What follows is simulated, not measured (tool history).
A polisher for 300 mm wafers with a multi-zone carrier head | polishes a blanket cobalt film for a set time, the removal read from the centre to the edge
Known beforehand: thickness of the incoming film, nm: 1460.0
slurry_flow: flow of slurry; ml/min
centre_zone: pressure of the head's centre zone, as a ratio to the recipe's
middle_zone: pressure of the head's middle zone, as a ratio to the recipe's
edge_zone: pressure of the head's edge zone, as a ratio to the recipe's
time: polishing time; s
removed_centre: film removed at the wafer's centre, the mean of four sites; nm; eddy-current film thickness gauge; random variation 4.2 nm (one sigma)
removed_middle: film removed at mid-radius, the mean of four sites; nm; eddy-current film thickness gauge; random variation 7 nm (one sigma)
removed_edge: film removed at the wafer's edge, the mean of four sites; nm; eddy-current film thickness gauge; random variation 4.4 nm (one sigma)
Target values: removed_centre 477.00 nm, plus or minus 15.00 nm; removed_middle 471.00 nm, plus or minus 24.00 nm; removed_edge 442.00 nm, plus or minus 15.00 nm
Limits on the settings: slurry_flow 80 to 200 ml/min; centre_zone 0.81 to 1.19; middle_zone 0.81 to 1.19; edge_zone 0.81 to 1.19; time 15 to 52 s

{"run": 1, "hour": 0.0, "slurry_flow": 130, "centre_zone": 1.0, "middle_zone": 1.0, "edge_zone": 1.0, "time": 33, "removed_centre": 298.48, "removed_middle": 306.93, "removed_edge": 307.39}
{"run": 2, "hour": 3.4, "slurry_flow": 130, "centre_zone": 1.05, "middle_zone": 1.0, "edge_zone": 1.0, "time": 33, "removed_centre": 315.47, "removed_middle": 301.35, "removed_edge": 309.05}
{"run": 3, "hour": 4.9, "slurry_flow": 155, "centre_zone": 1.05, "middle_zone": 1.0, "edge_zone": 1.0, "time": 33, "removed_centre": 334.99, "removed_middle": 316.31, "removed_edge": 319.79}
{"run": 4, "hour": 7.4, "slurry_flow": 155, "centre_zone": 0.97, "middle_zone": 1.0, "edge_zone": 1.0, "time": 33, "removed_centre": 311.73, "removed_middle": 312.22, "removed_edge": 319.34}
{"run": 5, "hour": 14.3, "slurry_flow": 155, "centre_zone": 0.97, "middle_zone": 1.0, "edge_zone": 1.06, "time": 33, "removed_centre": 302.51, "removed_middle": 320.7, "removed_edge": 332.08}
{"run": 6, "hour": 23.2, "slurry_flow": 160, "centre_zone": 0.99, "middle_zone": 1.01, "edge_zone": 1.06, "time": 34, "removed_centre": 325.73, "removed_middle": 327.92, "removed_edge": 338.66}
{"run": 7, "hour": 24.9, "slurry_flow": 160, "centre_zone": 1.0, "middle_zone": 1.02, "edge_zone": 1.06, "time": 35, "removed_centre": 337.79, "removed_middle": 344.1, "removed_edge": 354.21}
{"run": 8, "hour": 27.4, "slurry_flow": 165, "centre_zone": 1.01, "middle_zone": 1.04, "edge_zone": 1.06, "time": 36, "removed_centre": 350.11, "removed_middle": 353.6, "removed_edge": 362.21}
{"run": 9, "hour": 28.1, "slurry_flow": 165, "centre_zone": 1.02, "middle_zone": 1.06, "edge_zone": 1.06, "time": 37, "removed_centre": 369.71, "removed_middle": 374.63, "removed_edge": 364.63}
{"run": 10, "hour": 35.0, "slurry_flow": 185, "centre_zone": 1.07, "middle_zone": 1.1, "edge_zone": 1.14, "time": 43, "removed_centre": 449.77, "removed_middle": 449.94, "removed_edge": 451.38}

Next run, 5 choices. One meets every target within its allowed miss, the rest don't. Which?
{"run": "A", "hour": 41.9, "slurry_flow": 200, "centre_zone": 1.16, "middle_zone": 1.01, "edge_zone": 1.02, "time": 41, "removed_centre": "?", "removed_middle": "?", "removed_edge": "?"}
{"run": "B", "hour": 41.9, "slurry_flow": 185, "centre_zone": 1.03, "middle_zone": 1.17, "edge_zone": 1.15, "time": 44, "removed_centre": "?", "removed_middle": "?", "removed_edge": "?"}
{"run": "C", "hour": 41.9, "slurry_flow": 200, "centre_zone": 1.19, "middle_zone": 1.12, "edge_zone": 1.03, "time": 40, "removed_centre": "?", "removed_middle": "?", "removed_edge": "?"}
{"run": "D", "hour": 41.9, "slurry_flow": 200, "centre_zone": 1.14, "middle_zone": 1.09, "edge_zone": 0.98, "time": 45, "removed_centre": "?", "removed_middle": "?", "removed_edge": "?"}
{"run": "E", "hour": 41.9, "slurry_flow": 200, "centre_zone": 1.1, "middle_zone": 1.15, "edge_zone": 1.07, "time": 43, "removed_centre": "?", "removed_middle": "?", "removed_edge": "?"}

move=A removed_centre=475.17 removed_middle=412.30 removed_edge=412.51
move=B removed_centre=446.73 removed_middle=482.57 removed_edge=465.19
move=C removed_centre=475.93 removed_middle=430.77 removed_edge=403.91
move=D removed_centre=512.70 removed_middle=476.01 removed_edge=443.72
move=E removed_centre=472.76 removed_middle=471.66 removed_edge=442.33
A: brings the last run's worst result on target, with another outside its allowed miss
B: its largest miss is bigger than the last run's
C: brings the last run's worst result on target, with another outside its allowed miss
D: takes the biggest miss from the last run beyond its target
E: each result inside its tolerance
Correct choice: E, which meets every target
